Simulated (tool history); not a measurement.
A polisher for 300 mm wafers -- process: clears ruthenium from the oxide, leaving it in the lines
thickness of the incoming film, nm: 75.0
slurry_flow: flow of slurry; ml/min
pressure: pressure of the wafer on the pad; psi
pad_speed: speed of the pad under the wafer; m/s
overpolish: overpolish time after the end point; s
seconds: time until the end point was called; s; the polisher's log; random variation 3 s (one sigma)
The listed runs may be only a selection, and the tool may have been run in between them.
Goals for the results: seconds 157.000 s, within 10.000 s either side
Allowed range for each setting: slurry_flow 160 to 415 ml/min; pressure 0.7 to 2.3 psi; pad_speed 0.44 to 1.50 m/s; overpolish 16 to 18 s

run	hour	slurry_flow	pressure	pad_speed	overpolish	seconds
1	0.0	265	1.5	0.96	16	92.992
2	2.4	265	1.8	0.96	16	77.059
3	9.5	265	1.7	0.94	16	83.339
4	16.7	265	1.6	0.92	16	94.173
5	21.3	265	1.5	0.92	16	92.314
6	24.8	265	1.4	0.92	16	103.010
7	30.1	265	1.3	0.92	16	108.330
8	38.5	265	1.2	0.92	16	121.450
9	44.2	265	1.0	0.90	16	138.990

4 next moves are on the table. One of them brings every result within its allowed miss. Which?
A	49.9	260	1.1	0.76	17	?
B	49.9	305	1.0	1.12	16	?
C	49.9	315	0.7	0.96	17	?
D	49.9	270	0.9	1.06	16	?

move	seconds
A	154.680
B	117.460
C	186.340
D	137.690
A: every result lands within tolerance
B: lands further from the targets than the last run did
C: takes the result that was furthest off past its target
D: lands further from the targets than the last run did
Correct choice: A, which meets every target
